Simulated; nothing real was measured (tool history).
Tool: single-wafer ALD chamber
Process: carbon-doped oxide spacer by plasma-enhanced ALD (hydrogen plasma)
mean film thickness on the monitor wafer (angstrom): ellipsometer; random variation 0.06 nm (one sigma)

run,hour,heater temperature setpoint (K),number of ALD cycles (cycles),mean film thickness on the monitor wafer (angstrom)
1,0,683.15,636,333.06
2,4.4,685.15,622,324.32
3,11.4,686.15,609,315.85
4,20.9,694.15,609,309.11
5,24.2,694.15,574,292.1
6,32.2,695.15,568,287.29
7,41.9,704.15,523,258.95

The next listed run, before its measurement:
8,51.2,704.15,524,?

Run 8 gave mean film thickness on the monitor wafer (angstrom) 258.51.
